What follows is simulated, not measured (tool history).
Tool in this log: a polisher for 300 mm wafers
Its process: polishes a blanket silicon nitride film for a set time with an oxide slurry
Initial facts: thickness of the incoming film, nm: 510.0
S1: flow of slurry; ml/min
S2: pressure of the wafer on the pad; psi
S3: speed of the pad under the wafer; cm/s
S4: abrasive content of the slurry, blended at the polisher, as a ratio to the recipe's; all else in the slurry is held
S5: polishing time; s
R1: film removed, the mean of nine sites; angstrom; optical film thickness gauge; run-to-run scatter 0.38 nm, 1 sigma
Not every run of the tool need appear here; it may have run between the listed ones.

run,hour,S1,S2,S3,S4,S5,R1
1,0.0,240,3.6,86,1.00,88,422.12
2,9.0,240,3.6,86,1.15,88,439.91
3,14.8,195,3.6,86,1.15,88,436.72
4,20.4,230,3.6,86,1.15,88,442.23
5,26.0,230,4.5,86,1.15,88,543.58
6,34.6,230,4.4,86,1.15,88,529.68
7,36.5,230,4.3,86,1.15,88,521.42
8,40.7,230,4.2,86,1.15,88,508.84

For run 9, what comes out?
9,42.7,230,4.1,86,1.15,88,?

Run 9 came out at R1 496.70 angstrom.

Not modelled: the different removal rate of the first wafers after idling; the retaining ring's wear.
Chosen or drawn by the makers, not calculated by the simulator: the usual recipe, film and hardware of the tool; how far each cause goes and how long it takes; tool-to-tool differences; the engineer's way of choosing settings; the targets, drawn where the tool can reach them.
